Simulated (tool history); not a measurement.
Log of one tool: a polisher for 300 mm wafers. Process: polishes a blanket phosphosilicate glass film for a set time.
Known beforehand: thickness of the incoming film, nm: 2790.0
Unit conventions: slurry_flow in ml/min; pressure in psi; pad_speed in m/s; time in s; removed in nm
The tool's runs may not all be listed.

| run | hour | slurry_flow | pressure | pad_speed | slurry_solids | time | removed |
|---|---|---|---|---|---|---|---|
| 1 | 0.0 | 175 | 4.1 | 1.00 | 1.0 | 97 | 1029.30 |
| 2 | 8.7 | 175 | 4.1 | 1.10 | 1.0 | 97 | 1107.30 |
| 3 | 15.1 | 175 | 5.1 | 1.10 | 1.0 | 97 | 1273.50 |
| 4 | 23.1 | 175 | 4.2 | 1.10 | 1.0 | 97 | 1121.90 |
| 5 | 24.5 | 175 | 4.2 | 1.34 | 1.0 | 97 | 1287.70 |
| 6 | 28.7 | 175 | 4.2 | 1.34 | 0.8 | 97 | 1156.90 |
| 7 | 30.7 | 170 | 3.8 | 1.34 | 0.8 | 97 | 1069.50 |
| 8 | 31.5 | 165 | 3.5 | 1.34 | 0.8 | 97 | 1020.50 |

Run 9 comes next. What will it give?
| 9 | 32.9 | 160 | 2.4 | 1.34 | 0.8 | 97 | ? |

removed: 824.56 nm
